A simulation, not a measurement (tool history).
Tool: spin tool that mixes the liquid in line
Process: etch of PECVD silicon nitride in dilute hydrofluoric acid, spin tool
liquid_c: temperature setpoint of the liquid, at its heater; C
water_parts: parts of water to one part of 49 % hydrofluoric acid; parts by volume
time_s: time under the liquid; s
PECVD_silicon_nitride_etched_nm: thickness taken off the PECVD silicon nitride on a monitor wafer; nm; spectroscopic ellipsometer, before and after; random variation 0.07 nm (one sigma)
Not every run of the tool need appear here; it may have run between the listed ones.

| run | day | liquid_c | water_parts | time_s | PECVD_silicon_nitride_etched_nm |
|---|---|---|---|---|---|
| 1 | 0 | 22 | 110 | 100 | 3.9648 |
| 2 | 0.1 | 22 | 125 | 100 | 3.4701 |
| 3 | 0.412 | 25 | 125 | 100 | 4.239 |
| 4 | 0.6 | 25 | 125 | 100 | 4.2056 |
| 5 | 0.783 | 26 | 110 | 100 | 5.1568 |
| 6 | 1.117 | 26 | 135 | 100 | 4.2231 |
| 7 | 1.35 | 27 | 115 | 100 | 5.2882 |
| 8 | 1.479 | 27.5 | 100 | 100 | 6.3185 |

Run 9 has not been measured yet. What should we expect?
| 9 | 1.512 | 30 | 55 | 100 | ? |

Run 9 gave PECVD_silicon_nitride_etched_nm 13.246 nm.

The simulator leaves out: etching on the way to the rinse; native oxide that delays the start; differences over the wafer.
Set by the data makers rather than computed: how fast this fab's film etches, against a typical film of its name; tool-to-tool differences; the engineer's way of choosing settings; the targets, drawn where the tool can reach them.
